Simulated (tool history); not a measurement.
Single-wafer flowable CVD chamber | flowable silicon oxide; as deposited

run    day  heater temperature setpoint (K)  chamber pressure (Pa)  RF power (W)  deposition time (s)  mean film thickness on the monitor wafer (angstrom)
  1      0                           368.15                  125.6          1920                  685                                                 5938
  2  0.025                           369.15                  125.6          1920                  685                                               5749.5
  3  0.071                           370.15                  125.6          1920                  685                                               5572.1
  4  0.312                           371.15                  125.6          1920                  685                                               5349.2
  5   0.55                           371.15                  125.6          1770                  685                                               5267.2
  6    0.9                           371.15                  125.6          1595                  685                                               5045.4

Forecast run 7:
  7  1.133                           372.15                  125.6          1595                  685                                                    ?

mean film thickness on the monitor wafer (angstrom): 4931.1
